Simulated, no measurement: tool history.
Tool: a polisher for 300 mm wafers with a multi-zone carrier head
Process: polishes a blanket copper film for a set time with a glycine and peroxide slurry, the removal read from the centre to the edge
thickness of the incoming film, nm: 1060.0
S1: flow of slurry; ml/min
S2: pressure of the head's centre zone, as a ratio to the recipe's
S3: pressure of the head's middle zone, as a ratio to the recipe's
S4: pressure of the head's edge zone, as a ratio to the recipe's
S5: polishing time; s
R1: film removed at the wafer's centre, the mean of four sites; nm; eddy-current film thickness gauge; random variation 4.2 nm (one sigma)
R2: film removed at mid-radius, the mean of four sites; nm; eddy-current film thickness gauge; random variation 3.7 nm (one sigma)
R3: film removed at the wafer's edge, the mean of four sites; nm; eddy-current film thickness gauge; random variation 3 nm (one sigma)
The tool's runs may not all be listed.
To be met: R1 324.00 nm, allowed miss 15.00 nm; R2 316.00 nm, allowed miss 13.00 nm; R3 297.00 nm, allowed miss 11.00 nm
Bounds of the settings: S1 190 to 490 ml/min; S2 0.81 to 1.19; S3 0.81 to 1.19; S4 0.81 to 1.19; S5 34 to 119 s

| run | day | S1 | S2 | S3 | S4 | S5 | R1 | R2 | R3 |
|---|---|---|---|---|---|---|---|---|---|
| 1 | 0.000 | 315 | 1.00 | 1.00 | 1.00 | 76 | 467.08 | 443.49 | 449.61 |
| 2 | 0.088 | 315 | 0.92 | 1.00 | 1.00 | 76 | 417.27 | 444.00 | 445.27 |
| 3 | 0.429 | 315 | 0.93 | 1.00 | 0.98 | 72 | 402.74 | 426.56 | 422.80 |
| 4 | 0.492 | 315 | 0.94 | 1.00 | 0.97 | 69 | 385.68 | 399.80 | 399.20 |
| 5 | 0.650 | 355 | 0.94 | 1.00 | 0.97 | 69 | 390.24 | 407.78 | 397.50 |
| 6 | 1.008 | 360 | 0.95 | 1.00 | 0.95 | 67 | 389.21 | 405.76 | 386.46 |
| 7 | 1.242 | 365 | 0.95 | 0.99 | 0.94 | 65 | 384.54 | 375.87 | 375.53 |
| 8 | 1.554 | 370 | 0.95 | 0.99 | 0.93 | 63 | 363.66 | 378.45 | 359.79 |
| 9 | 1.821 | 375 | 0.95 | 0.98 | 0.92 | 62 | 368.94 | 355.27 | 355.26 |
| 10 | 2.188 | 380 | 0.95 | 0.98 | 0.91 | 61 | 348.50 | 354.88 | 348.28 |
| 11 | 2.442 | 355 | 1.04 | 0.96 | 0.81 | 51 | 321.89 | 290.54 | 278.33 |
| 12 | 2.612 | 355 | 1.04 | 0.97 | 0.82 | 51 | 317.71 | 294.24 | 273.36 |
| 13 | 2.833 | 355 | 1.03 | 0.97 | 0.83 | 51 | 319.06 | 288.80 | 278.59 |
| 14 | 2.933 | 360 | 1.03 | 0.98 | 0.84 | 51 | 317.39 | 298.97 | 278.10 |
| 15 | 3.212 | 360 | 1.03 | 0.98 | 0.85 | 51 | 327.88 | 296.12 | 276.59 |
| 16 | 3.350 | 360 | 0.94 | 1.01 | 0.91 | 55 | 313.83 | 324.78 | 303.74 |
| 17 | 3.679 | 360 | 0.95 | 1.01 | 0.91 | 55 | 319.04 | 324.04 | 312.59 |
| 18 | 3.908 | 360 | 0.96 | 1.01 | 0.90 | 55 | 317.30 | 327.19 | 309.66 |
| 19 | 4.254 | 360 | 0.97 | 1.01 | 0.89 | 55 | 334.71 | 326.94 | 308.66 |
| 20 | 4.546 | 350 | 0.95 | 1.00 | 0.85 | 53 | 307.14 | 317.15 | 287.09 |

Which of these 4 next moves meets every target?
| A | 4.838 | 345 | 0.86 | 1.07 | 0.82 | 51 | ? | ? | ? |
| B | 4.838 | 350 | 0.85 | 1.00 | 0.84 | 56 | ? | ? | ? |
| C | 4.838 | 375 | 0.98 | 1.00 | 0.86 | 53 | ? | ? | ? |
| D | 4.838 | 380 | 0.87 | 0.99 | 0.95 | 54 | ? | ? | ? |

| move | R1 | R2 | R3 |
|---|---|---|---|
| A | 268.17 | 317.94 | 279.91 |
| B | 291.27 | 330.06 | 311.23 |
| C | 320.25 | 313.98 | 299.01 |
| D | 289.70 | 317.69 | 319.23 |
A: further off than the last run
B: further off than the last run
C: meets every target
D: further off than the last run
Move C is the one to make.
